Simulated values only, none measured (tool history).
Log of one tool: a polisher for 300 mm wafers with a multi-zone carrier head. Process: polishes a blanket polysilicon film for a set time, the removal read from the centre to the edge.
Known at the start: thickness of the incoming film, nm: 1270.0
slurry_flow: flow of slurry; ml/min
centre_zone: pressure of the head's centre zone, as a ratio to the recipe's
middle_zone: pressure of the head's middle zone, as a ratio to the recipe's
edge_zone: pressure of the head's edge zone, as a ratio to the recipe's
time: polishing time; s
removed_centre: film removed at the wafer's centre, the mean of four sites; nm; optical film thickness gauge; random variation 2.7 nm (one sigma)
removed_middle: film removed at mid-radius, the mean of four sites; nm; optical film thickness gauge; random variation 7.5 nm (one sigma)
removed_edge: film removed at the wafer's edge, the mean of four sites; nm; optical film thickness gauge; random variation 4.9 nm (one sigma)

Run 1, day 0: slurry_flow 280 ml/min, centre_zone 1, middle_zone 1, edge_zone 1, time 63 s. Result: removed_centre 377.3 nm, removed_middle 363.9 nm, removed_edge 362.03 nm.
Run 2, day 0.275: slurry_flow 285 ml/min, centre_zone 0.99, middle_zone 1.02, edge_zone 1.01, time 64 s. Result: removed_centre 377.05 nm, removed_middle 377.77 nm, removed_edge 364.47 nm.
Run 3, day 0.446: slurry_flow 285 ml/min, centre_zone 0.99, middle_zone 0.95, edge_zone 1.01, time 64 s. Result: removed_centre 374.5 nm, removed_middle 352.48 nm, removed_edge 367.25 nm.
Run 4, day 0.821: slurry_flow 285 ml/min, centre_zone 0.99, middle_zone 0.89, edge_zone 1.01, time 64 s. Result: removed_centre 379.46 nm, removed_middle 334.34 nm, removed_edge 366.7 nm.
Run 5, day 0.908: slurry_flow 285 ml/min, centre_zone 0.99, middle_zone 0.89, edge_zone 1.01, time 50 s. Result: removed_centre 292.49 nm, removed_middle 259.58 nm, removed_edge 283.18 nm.
Run 6, day 1.104: slurry_flow 290 ml/min, centre_zone 0.99, middle_zone 0.93, edge_zone 1.02, time 53 s. Result: removed_centre 314.36 nm, removed_middle 292.87 nm, removed_edge 303.75 nm.
At day 1.383: edge zone pressure recalibrated.
Run 7, day 1.383: slurry_flow 290 ml/min, centre_zone 0.99, middle_zone 0.96, edge_zone 1.04, time 55 s. Result: removed_centre 325.59 nm, removed_middle 315.61 nm, removed_edge 336.75 nm.
Run 8, day 1.712: slurry_flow 305 ml/min, centre_zone 0.99, middle_zone 0.99, edge_zone 1.04, time 56 s. Result: removed_centre 332.43 nm, removed_middle 330.31 nm, removed_edge 337.12 nm.
Run 9, day 1.771: slurry_flow 320 ml/min, centre_zone 0.99, middle_zone 1.01, edge_zone 1.04, time 57 s. Result: removed_centre 338.22 nm, removed_middle 333.39 nm, removed_edge 340.75 nm.
Run 10, day 1.804: slurry_flow 300 ml/min, centre_zone 0.99, middle_zone 1.03, edge_zone 1.04, time 59 s. Result: removed_centre 352.44 nm, removed_middle 357.14 nm, removed_edge 347.88 nm.
Run 11, day 2.125: slurry_flow 295 ml/min, centre_zone 0.99, middle_zone 1.05, edge_zone 1.05, time 61 s. Result: removed_centre 361.11 nm, removed_middle 367.36 nm, removed_edge 372.99 nm.

Run 12 comes next. What will it give?
Run 12, day 2.392: slurry_flow 305 ml/min, centre_zone 0.98, middle_zone 1.07, edge_zone 1.05, time 63 s. Result: removed_centre ?, removed_middle ?, removed_edge ?.

Run 12 gave removed_centre 370.75 nm, removed_middle 394.16 nm, removed_edge 374.98 nm.
